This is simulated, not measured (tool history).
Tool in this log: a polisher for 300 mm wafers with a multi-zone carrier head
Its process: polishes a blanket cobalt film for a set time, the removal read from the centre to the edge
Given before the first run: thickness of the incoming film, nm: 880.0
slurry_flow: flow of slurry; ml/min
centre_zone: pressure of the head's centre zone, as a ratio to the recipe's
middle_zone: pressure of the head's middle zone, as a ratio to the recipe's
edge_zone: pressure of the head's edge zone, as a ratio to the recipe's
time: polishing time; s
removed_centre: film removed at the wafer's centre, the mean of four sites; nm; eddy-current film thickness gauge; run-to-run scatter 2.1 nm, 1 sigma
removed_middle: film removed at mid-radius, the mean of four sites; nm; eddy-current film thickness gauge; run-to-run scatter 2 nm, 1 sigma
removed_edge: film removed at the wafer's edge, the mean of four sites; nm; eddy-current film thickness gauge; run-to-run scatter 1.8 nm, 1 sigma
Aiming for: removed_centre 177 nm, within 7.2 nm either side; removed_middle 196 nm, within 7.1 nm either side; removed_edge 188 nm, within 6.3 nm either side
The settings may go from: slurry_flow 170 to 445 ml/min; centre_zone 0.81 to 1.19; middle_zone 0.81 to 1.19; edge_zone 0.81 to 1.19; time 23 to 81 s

run,hour,slurry_flow,centre_zone,middle_zone,edge_zone,time,removed_centre,removed_middle,removed_edge
1,0,285,1,1,1,52,142.73,147.32,147.85
2,4.7,285,1,1,1,39,109.6,107.95,108.88
3,9.7,315,1,1,1,39,108.98,108.92,110.22
4,14.7,315,1,1.06,1,39,109.18,116.66,111.65
5,23.8,320,1.03,1.08,1.04,44,127.38,135.06,127.26
6,32.7,325,1.03,1.09,1.08,48,140.66,149.33,142.47
7,35.8,325,1.03,1.1,1.11,51,150.23,160.04,150.6
8,38.4,330,1.02,1.1,1.13,54,157.17,171.26,161.77
9,40.7,330,1.01,1.1,1.14,56,159.73,179,169.31

Which one of the following 5 next-run settings gets every result inside its allowed miss? There is exactly one.
A,43,300,0.88,1.19,1.08,55,?,?,?
B,43,320,1.03,1.13,1.19,61,?,?,?
C,43,295,0.96,1.17,1.03,66,?,?,?
D,43,345,1.02,1.07,1.14,67,?,?,?
E,43,400,1.09,1.13,0.98,57,?,?,?

move,removed_centre,removed_middle,removed_edge
A,136.31,185.72,163.81
B,177.57,198.1,192.07
C,177.72,219.15,191.79
D,194.61,209.16,207.6
E,179.18,188.73,165.28
A: the biggest miss grows against the last run
B: each result inside its tolerance
C: puts the biggest miss on target and leaves a different result outside tolerance
D: pushes the last run's worst result past its target
E: the biggest miss grows against the last run
Correct choice: B, which meets every target

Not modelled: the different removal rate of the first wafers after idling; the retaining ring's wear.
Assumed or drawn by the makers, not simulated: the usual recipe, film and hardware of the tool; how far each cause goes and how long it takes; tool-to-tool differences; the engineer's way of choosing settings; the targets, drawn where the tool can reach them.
